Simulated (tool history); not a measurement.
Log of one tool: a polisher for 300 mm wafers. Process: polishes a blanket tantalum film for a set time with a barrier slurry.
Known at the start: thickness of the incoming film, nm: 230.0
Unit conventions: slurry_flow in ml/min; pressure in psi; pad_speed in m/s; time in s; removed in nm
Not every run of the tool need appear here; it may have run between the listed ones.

{"run": 1, "hour": 0.0, "slurry_flow": 155, "pressure": 1.8, "pad_speed": 0.8, "slurry_solids": 1, "time": 39, "removed": 48.036}
{"run": 2, "hour": 6.4, "slurry_flow": 150, "pressure": 1.6, "pad_speed": 0.78, "slurry_solids": 1, "time": 39, "removed": 41.635}
{"run": 3, "hour": 14.2, "slurry_flow": 145, "pressure": 1.4, "pad_speed": 0.76, "slurry_solids": 1, "time": 39, "removed": 36.701}
{"run": 4, "hour": 17.2, "slurry_flow": 140, "pressure": 1.3, "pad_speed": 0.74, "slurry_solids": 1, "time": 39, "removed": 33.343}
{"run": 5, "hour": 18.3, "slurry_flow": 140, "pressure": 1.3, "pad_speed": 0.9, "slurry_solids": 1, "time": 39, "removed": 39.979}
{"hour": 20.3, "done": "slurry blender recalibrated"}
{"run": 6, "hour": 20.3, "slurry_flow": 120, "pressure": 1.3, "pad_speed": 0.9, "slurry_solids": 1, "time": 39, "removed": 42.04}
{"run": 7, "hour": 28.1, "slurry_flow": 135, "pressure": 1.2, "pad_speed": 0.86, "slurry_solids": 1, "time": 39, "removed": 39.244}
{"run": 8, "hour": 34.9, "slurry_flow": 135, "pressure": 1.1, "pad_speed": 0.8, "slurry_solids": 1, "time": 39, "removed": 33.657}
{"run": 9, "hour": 41.9, "slurry_flow": 135, "pressure": 1.1, "pad_speed": 0.8, "slurry_solids": 1, "time": 39, "removed": 33.816}
{"run": 10, "hour": 49.3, "slurry_flow": 135, "pressure": 1, "pad_speed": 0.76, "slurry_solids": 1, "time": 39, "removed": 29.928}
{"run": 11, "hour": 54.6, "slurry_flow": 115, "pressure": 0.8, "pad_speed": 0.7, "slurry_solids": 1, "time": 39, "removed": 22.553}

The next listed run, before its measurement:
{"run": 12, "hour": 58.9, "slurry_flow": 120, "pressure": 0.8, "pad_speed": 0.7, "slurry_solids": 1, "time": 39, "removed": "?"}

removed: 22.579 nm
